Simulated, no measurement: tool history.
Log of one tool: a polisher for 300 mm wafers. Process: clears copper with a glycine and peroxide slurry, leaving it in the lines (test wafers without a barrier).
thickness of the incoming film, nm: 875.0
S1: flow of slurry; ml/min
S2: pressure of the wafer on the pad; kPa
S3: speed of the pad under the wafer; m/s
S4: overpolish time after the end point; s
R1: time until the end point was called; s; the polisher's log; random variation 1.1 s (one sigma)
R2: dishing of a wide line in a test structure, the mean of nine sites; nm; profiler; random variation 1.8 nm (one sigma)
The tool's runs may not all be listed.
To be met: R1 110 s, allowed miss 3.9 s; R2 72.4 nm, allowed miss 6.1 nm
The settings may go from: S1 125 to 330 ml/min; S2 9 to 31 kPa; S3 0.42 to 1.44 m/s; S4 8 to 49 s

run,hour,S1,S2,S3,S4,R1,R2
1,0,210,20,0.92,25,156.87,69.567
2,2.2,215,22.8,0.92,22,142.49,73.679
3,3.7,250,22.8,0.92,22,138.34,75.04
4,4.7,255,24.1,0.94,18,129.41,70.873
5,12.1,260,25.5,0.94,17,124.76,68.622
6,14,260,25.5,0.94,10,124.82,48.987
7,14.7,265,26.9,0.94,12,118.33,52.975
8,17.4,270,26.9,0.96,14,116.12,63.07

Which of these 5 next moves meets every target?
A,20.1,255,26.2,0.88,12,?,?
B,20.1,260,30.3,0.92,10,?,?
C,20.1,290,29,0.82,18,?,?
D,20.1,205,24.1,1.22,10,?,?
E,20.1,330,25.5,1.02,17,?,?

move,R1,R2
A,127.32,53.255
B,107.74,52.866
C,122.2,71.453
D,106.25,52.488
E,111.32,71.704
A: further off than the last run
B: brings the result that was furthest off to its target, and leaves another outside
C: further off than the last run
D: brings the result that was furthest off to its target, and leaves another outside
E: meets every target
The right move is E.
